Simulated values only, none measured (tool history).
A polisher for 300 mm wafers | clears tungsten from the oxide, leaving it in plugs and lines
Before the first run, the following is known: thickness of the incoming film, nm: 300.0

run	hour	flow of slurry (ml/min)	pressure of the wafer on the pad (psi)	speed of the pad under the wafer (m/s)	abrasive content of the slurry	overpolish time after the end point (s)	time until the end point was called (s)
1	0.0	310	2.4	0.98	1.00	4	101.29
2	4.6	310	2.2	0.98	1.00	4	113.52
3	6.9	310	2.2	0.98	1.15	4	109.08
4	15.5	310	2.0	0.98	1.15	4	117.07
5	21.1	310	1.8	0.96	1.15	4	132.49
6	24.6	310	1.8	0.96	1.15	4	137.28
7	26.1	310	1.7	0.96	1.15	4	145.59
8	30.1	310	1.6	0.96	1.15	4	148.39
9	32.2	310	1.5	0.96	1.15	4	158.03

The next listed run, before its measurement:
10	37.5	310	1.4	0.96	1.15	4	?

time until the end point was called (s): 164.60
